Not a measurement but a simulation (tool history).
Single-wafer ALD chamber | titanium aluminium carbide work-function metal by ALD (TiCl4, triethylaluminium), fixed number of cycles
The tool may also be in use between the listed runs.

run,hour,heater temperature setpoint (deg C),triethylaluminium pulse time (s),mean film thickness on the monitor wafer (angstrom)
1,0,285,13.65,18.025
2,4.7,285,16.3,18.247
3,8.7,295,16.3,19.037
4,14.6,299,16.3,19.211
5,23.1,287,12.62,18.2
6,27.8,279,10.13,17.049
7,29.4,273,8.44,15.939
8,32.9,270,8.24,15.611

The next listed run, before its measurement:
9,36.4,268,8.11,?

mean film thickness on the monitor wafer (angstrom): 15.285

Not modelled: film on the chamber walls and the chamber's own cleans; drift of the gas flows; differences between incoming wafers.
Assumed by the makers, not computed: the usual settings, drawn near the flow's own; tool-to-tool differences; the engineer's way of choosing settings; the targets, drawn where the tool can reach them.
